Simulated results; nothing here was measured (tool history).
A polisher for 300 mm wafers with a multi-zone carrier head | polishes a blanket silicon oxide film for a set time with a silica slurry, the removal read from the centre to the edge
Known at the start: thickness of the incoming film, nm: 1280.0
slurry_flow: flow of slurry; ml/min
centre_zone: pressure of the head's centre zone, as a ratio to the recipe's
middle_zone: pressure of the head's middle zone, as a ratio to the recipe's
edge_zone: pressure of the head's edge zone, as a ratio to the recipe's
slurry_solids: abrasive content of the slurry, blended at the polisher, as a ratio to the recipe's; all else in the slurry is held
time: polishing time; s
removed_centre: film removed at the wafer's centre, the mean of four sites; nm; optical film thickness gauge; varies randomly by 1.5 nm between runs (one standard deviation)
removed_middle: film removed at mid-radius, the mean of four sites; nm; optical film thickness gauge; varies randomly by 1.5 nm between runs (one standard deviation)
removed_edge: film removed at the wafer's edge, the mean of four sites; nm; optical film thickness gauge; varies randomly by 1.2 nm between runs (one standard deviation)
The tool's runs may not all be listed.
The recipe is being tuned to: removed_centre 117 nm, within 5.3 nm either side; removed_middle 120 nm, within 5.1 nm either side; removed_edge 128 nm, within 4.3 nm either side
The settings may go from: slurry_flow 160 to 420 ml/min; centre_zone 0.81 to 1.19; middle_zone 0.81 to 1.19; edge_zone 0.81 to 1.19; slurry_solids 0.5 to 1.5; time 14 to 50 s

| run | hour | slurry_flow | centre_zone | middle_zone | edge_zone | slurry_solids | time | removed_centre | removed_middle | removed_edge |
|---|---|---|---|---|---|---|---|---|---|---|
| 1 | 0 | 270 | 1 | 1 | 1 | 1 | 32 | 92.744 | 94.901 | 95.622 |
| 2 | 3 | 270 | 0.95 | 1 | 1 | 1 | 32 | 89.366 | 96.456 | 95.036 |
| 3 | 4.2 | 270 | 0.98 | 1 | 1 | 1 | 32 | 94.38 | 95.701 | 95.39 |
| 4 | 7.9 | 270 | 0.9 | 1 | 1 | 1 | 32 | 86.414 | 93.794 | 95.272 |
| 5 | 10.6 | 270 | 0.9 | 1 | 1 | 1.15 | 32 | 90.84 | 101.58 | 98.756 |
| 6 | 15.5 | 270 | 0.91 | 0.98 | 1.03 | 1.2 | 32 | 91.888 | 100.18 | 104.79 |
| 7 | 18.9 | 275 | 0.94 | 0.99 | 1.05 | 1.25 | 32 | 98.038 | 101.62 | 105.96 |
| 8 | 22.5 | 275 | 0.94 | 0.99 | 1.06 | 1.3 | 33 | 98.976 | 106.61 | 109.89 |
| 9 | 25.4 | 275 | 0.95 | 0.99 | 1.07 | 1.35 | 33 | 101.52 | 109.25 | 112.9 |
| 10 | 26.8 | 300 | 1.03 | 1 | 1.17 | 1.5 | 33 | 112.31 | 112.9 | 122.95 |

5 candidate next runs follow, results not yet known. Just one meets every target within its allowed miss. Identify it.
| A | 28.2 | 395 | 1.05 | 1.11 | 1.14 | 1.2 | 34 | ? | ? | ? |
| B | 28.2 | 290 | 0.91 | 1 | 1.19 | 1.45 | 35 | ? | ? | ? |
| C | 28.2 | 370 | 0.98 | 0.99 | 1.14 | 1.5 | 35 | ? | ? | ? |
| D | 28.2 | 305 | 1.13 | 0.94 | 1.12 | 1.45 | 31 | ? | ? | ? |
| E | 28.2 | 315 | 1.11 | 1.19 | 1.04 | 1.45 | 33 | ? | ? | ? |

| move | removed_centre | removed_middle | removed_edge |
|---|---|---|---|
| A | 110.56 | 120.97 | 117.71 |
| B | 105.42 | 118.18 | 129.4 |
| C | 115.29 | 120.88 | 129.95 |
| D | 110.81 | 99.753 | 111.55 |
| E | 116.89 | 130.2 | 114.28 |
A: brings the last run's worst result on target, with another outside its allowed miss
B: brings the last run's worst result on target, with another outside its allowed miss
C: every result lands within tolerance
D: moves away from the targets compared with the last run
E: carries the result that was furthest off beyond its target, to the other side
So the answer is move C, the one that meets all the targets.
